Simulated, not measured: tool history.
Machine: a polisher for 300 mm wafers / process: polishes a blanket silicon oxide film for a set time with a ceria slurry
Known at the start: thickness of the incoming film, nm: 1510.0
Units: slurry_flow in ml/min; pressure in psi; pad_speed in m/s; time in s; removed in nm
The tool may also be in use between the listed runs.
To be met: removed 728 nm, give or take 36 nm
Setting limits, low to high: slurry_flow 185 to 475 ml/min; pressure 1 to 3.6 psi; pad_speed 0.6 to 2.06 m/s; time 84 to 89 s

run    day  slurry_flow  pressure  pad_speed  time  removed
  1      0          305       2.3       1.32    84   377.93
  2  0.146          305       2.7       1.32    84   431.58
  3  0.262          375       2.7       1.32    84   433.13
  4    0.4          375       2.7       1.14    84   381.66
  5  0.708          375       2.7       1.14    84   375.28
  6  0.929          410       2.7       1.14    84   378.31
  7  1.258          410       2.8        1.2    84   421.66
  8  1.479          410       2.9       1.24    84   444.53
  9  1.642          410         3       1.28    84   481.55
 10  1.812          410       3.1       1.32    84    500.2

Pick the move, out of 5, that brings all results within their allowed miss; only one does.
  A  1.983          440         3        0.8    84        ?
  B  1.983          410       2.5       1.26    84        ?
  C  1.983          475       2.9       1.66    89        ?
  D  1.983          415       3.3       1.72    87        ?
  E  1.983          450       3.5       2.06    89        ?

move  removed
   A   304.57
   B   392.62
   C   634.47
   D   722.31
   E   938.86
A: its largest miss is bigger than the last run's
B: its largest miss is bigger than the last run's
C: gains on the last run, yet a result remains outside its allowed miss
D: each result inside its tolerance
E: carries the result that was furthest off beyond its target, to the other side
So the answer is move D, the one that meets all the targets.
